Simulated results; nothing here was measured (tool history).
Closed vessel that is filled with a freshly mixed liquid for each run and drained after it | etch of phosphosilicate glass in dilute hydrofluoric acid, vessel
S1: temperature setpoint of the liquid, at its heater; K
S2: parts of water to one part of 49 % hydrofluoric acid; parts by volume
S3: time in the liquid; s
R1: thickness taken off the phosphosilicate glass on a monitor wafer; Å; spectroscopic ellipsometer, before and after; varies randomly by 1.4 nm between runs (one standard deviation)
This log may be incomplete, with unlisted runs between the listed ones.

run,hour,S1,S2,S3,R1
1,0,297.15,190,100,499.48
2,4.4,297.15,230,100,402.05
3,13.7,294.65,230,100,366.54
4,20.9,294.65,230,100,362.35
5,29.3,297.15,185,100,526.91
6,30.7,297.15,185,105,549.09
7,37.2,299.15,155,105,723.09
8,41.8,300.65,135,105,902.09
9,50.2,301.65,125,105,1035.7
10,52.4,302.65,120,105,1122.5
11,56.5,303.15,115,105,1192.6
12,60.3,305.15,95,105,1590.9
13,65.4,304.65,95,105,1581.3
14,70.8,304.65,95,105,1577.2

What does the tool deliver on the next run?
15,79,301.65,100,105,?

R1: 1314.2 Å
